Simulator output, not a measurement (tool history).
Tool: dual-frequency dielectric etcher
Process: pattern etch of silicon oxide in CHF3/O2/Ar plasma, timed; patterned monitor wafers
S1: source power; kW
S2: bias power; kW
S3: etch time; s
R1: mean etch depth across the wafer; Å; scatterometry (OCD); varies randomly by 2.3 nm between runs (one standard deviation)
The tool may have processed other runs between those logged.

{"run": 1, "hour": 0.0, "S1": 0.75, "S2": 0.189, "S3": 442.5, "R1": 10357.0}
{"run": 2, "hour": 6.2, "S1": 0.75, "S2": 0.208, "S3": 442.5, "R1": 10692.0}
{"run": 3, "hour": 8.6, "S1": 0.66, "S2": 0.208, "S3": 442.5, "R1": 10092.0}
{"run": 4, "hour": 14.7, "S1": 0.66, "S2": 0.191, "S3": 442.5, "R1": 9780.5}
{"run": 5, "hour": 18.0, "S1": 0.64, "S2": 0.188, "S3": 442.5, "R1": 9612.8}
{"run": 6, "hour": 21.7, "S1": 0.64, "S2": 0.203, "S3": 442.5, "R1": 9894.9}
{"run": 7, "hour": 30.7, "S1": 0.62, "S2": 0.199, "S3": 442.5, "R1": 9609.5}
{"run": 8, "hour": 33.7, "S1": 0.6, "S2": 0.197, "S3": 442.5, "R1": 9419.3}

For run 9, what comes out?
{"run": 9, "hour": 37.1, "S1": 0.58, "S2": 0.195, "S3": 442.5, "R1": "?"}

Run 9 measured R1 9290.4 Å.
